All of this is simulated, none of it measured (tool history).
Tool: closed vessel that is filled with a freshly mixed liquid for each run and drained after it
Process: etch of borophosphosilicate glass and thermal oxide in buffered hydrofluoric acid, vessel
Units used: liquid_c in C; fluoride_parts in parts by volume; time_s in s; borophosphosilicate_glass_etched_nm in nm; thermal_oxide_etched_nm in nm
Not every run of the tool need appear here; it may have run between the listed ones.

run	day	liquid_c	fluoride_parts	time_s	borophosphosilicate_glass_etched_nm	thermal_oxide_etched_nm
1	0.000	22.0	22.5	60	63.192	27.604
2	0.204	22.5	22.5	60	63.261	28.320
3	0.412	21.0	22.5	60	58.990	26.216
4	0.758	21.5	22.5	60	61.433	26.911
5	1.067	22.0	22.5	60	63.840	27.597
6	1.158	22.0	22.5	80	85.059	36.620
7	1.517	21.0	22.5	80	79.324	34.530

Run 8 comes next. What will it give?
8	1.612	20.5	22.5	80	?	?

Run 8 measured borophosphosilicate_glass_etched_nm 78.807 nm, thermal_oxide_etched_nm 33.747 nm.

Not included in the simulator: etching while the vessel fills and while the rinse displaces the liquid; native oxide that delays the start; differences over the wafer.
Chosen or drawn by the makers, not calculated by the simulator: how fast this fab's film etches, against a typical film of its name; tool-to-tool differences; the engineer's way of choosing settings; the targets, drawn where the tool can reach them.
